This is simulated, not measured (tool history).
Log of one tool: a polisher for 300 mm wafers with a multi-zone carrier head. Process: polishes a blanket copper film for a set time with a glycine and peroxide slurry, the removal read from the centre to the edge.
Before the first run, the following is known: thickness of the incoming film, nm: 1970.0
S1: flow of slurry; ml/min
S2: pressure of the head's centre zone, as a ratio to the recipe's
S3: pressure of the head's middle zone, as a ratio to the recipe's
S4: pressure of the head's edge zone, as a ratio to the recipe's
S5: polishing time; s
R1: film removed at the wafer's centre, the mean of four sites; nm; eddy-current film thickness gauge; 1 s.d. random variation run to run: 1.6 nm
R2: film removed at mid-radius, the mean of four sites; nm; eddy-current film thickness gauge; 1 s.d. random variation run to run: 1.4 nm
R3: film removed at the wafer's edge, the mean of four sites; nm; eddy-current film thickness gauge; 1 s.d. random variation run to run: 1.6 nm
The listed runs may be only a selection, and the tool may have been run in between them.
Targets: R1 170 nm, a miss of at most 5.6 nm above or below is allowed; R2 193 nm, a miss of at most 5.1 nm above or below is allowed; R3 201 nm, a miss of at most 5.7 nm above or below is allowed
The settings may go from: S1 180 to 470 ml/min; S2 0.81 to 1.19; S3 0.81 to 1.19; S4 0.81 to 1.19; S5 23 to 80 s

run 1 hour=0 | S1=300 S2=1 S3=1 S4=1 S5=51 | R1=240.16 R2=215.72 R3=225.71
run 2 hour=6.2 | S1=285 S2=0.95 S3=1.01 S4=1.01 S5=50 | R1=223 R2=215.92 R3=216.64
run 3 hour=13.9 | S1=285 S2=1 S3=1.01 S4=1.01 S5=50 | R1=235.76 R2=213.5 R3=219.75
run 4 hour=20 | S1=285 S2=1 S3=0.96 S4=1.01 S5=50 | R1=234.33 R2=205.37 R3=217.6
run 5 hour=22.1 | S1=285 S2=1 S3=0.96 S4=0.98 S5=50 | R1=236.36 R2=206.68 R3=214.44
-- hour=27.8 centre zone pressure recalibrated
run 6 hour=27.8 | S1=285 S2=1 S3=0.96 S4=0.91 S5=50 | R1=210.78 R2=204.68 R3=207.43
run 7 hour=30.6 | S1=285 S2=0.95 S3=0.93 S4=0.9 S5=50 | R1=201.84 R2=196.75 R3=205.4
run 8 hour=37.2 | S1=275 S2=0.92 S3=0.93 S4=0.89 S5=50 | R1=195.38 R2=197.68 R3=203.52

Exactly one of the 5 candidate moves below puts every result within its allowed miss. Which one?
run A hour=43.8 | S1=315 S2=0.98 S3=0.96 S4=0.93 S5=48 | R1=? R2=? R3=?
run B hour=43.8 | S1=315 S2=1.19 S3=0.92 S4=1 S5=47 | R1=? R2=? R3=?
run C hour=43.8 | S1=270 S2=1.17 S3=1.06 S4=0.94 S5=48 | R1=? R2=? R3=?
run D hour=43.8 | S1=280 S2=1.08 S3=0.97 S4=0.93 S5=47 | R1=? R2=? R3=?
run E hour=43.8 | S1=185 S2=0.82 S3=0.93 S4=0.91 S5=50 | R1=? R2=? R3=?

move=A R1=203.4 R2=196.15 R3=203.27
move=B R1=242.11 R2=185.12 R3=206.12
move=C R1=240.37 R2=210.73 R3=202.31
move=D R1=217.65 R2=192.02 R3=197.74
move=E R1=169.17 R2=191.17 R3=203.33
A: the biggest miss grows against the last run
B: the biggest miss grows against the last run
C: the biggest miss grows against the last run
D: the biggest miss grows against the last run
E: meets every target
Answer: E
